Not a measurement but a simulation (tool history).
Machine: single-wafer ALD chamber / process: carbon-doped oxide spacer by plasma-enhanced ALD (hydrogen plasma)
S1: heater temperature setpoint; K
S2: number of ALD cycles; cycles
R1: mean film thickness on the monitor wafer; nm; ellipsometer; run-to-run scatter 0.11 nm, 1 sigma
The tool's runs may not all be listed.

run 1 hour=0.0 | S1=673.15 S2=468 | R1=24.196
run 2 hour=2.3 | S1=681.15 S2=468 | R1=23.626
run 3 hour=7.4 | S1=682.15 S2=452 | R1=22.679
run 4 hour=14.5 | S1=677.15 S2=452 | R1=23.358
run 5 hour=21.7 | S1=677.15 S2=479 | R1=24.699
run 6 hour=30.2 | S1=683.15 S2=479 | R1=24.485
run 7 hour=39.8 | S1=683.15 S2=462 | R1=23.507
run 8 hour=43.4 | S1=683.15 S2=446 | R1=22.469

What will run 9 give?
run 9 hour=50.7 | S1=684.15 S2=435 | R1=?

{"run 9": {"R1": 21.965}}

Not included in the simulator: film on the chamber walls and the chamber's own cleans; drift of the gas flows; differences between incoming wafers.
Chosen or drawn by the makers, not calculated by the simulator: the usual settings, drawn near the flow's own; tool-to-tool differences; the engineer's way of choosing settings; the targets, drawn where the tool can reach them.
